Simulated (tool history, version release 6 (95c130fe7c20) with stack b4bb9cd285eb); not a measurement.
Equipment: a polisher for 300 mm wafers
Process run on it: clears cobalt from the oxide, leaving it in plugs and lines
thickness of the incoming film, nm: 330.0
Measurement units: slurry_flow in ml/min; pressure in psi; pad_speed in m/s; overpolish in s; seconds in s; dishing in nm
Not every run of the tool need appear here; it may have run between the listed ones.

run 1 hour=0.0 | slurry_flow=120 pressure=2.0 pad_speed=0.98 overpolish=17 | seconds=66.563 dishing=51.192
run 2 hour=6.8 | slurry_flow=130 pressure=2.2 pad_speed=0.98 overpolish=17 | seconds=59.012 dishing=53.689
run 3 hour=7.8 | slurry_flow=130 pressure=2.2 pad_speed=0.88 overpolish=17 | seconds=66.242 dishing=52.225
run 4 hour=10.2 | slurry_flow=115 pressure=2.2 pad_speed=0.88 overpolish=17 | seconds=67.236 dishing=49.552
run 5 hour=18.1 | slurry_flow=125 pressure=2.4 pad_speed=0.88 overpolish=17 | seconds=60.380 dishing=51.381
-- hour=19.4 slurry nozzle cleaned
run 6 hour=19.4 | slurry_flow=125 pressure=2.4 pad_speed=0.88 overpolish=24 | seconds=57.274 dishing=62.061

Expected results for the next run?
run 7 hour=24.6 | slurry_flow=125 pressure=2.4 pad_speed=0.88 overpolish=24 | seconds=? dishing=?

{"run 7": {"seconds": 56.663, "dishing": 61.526}}
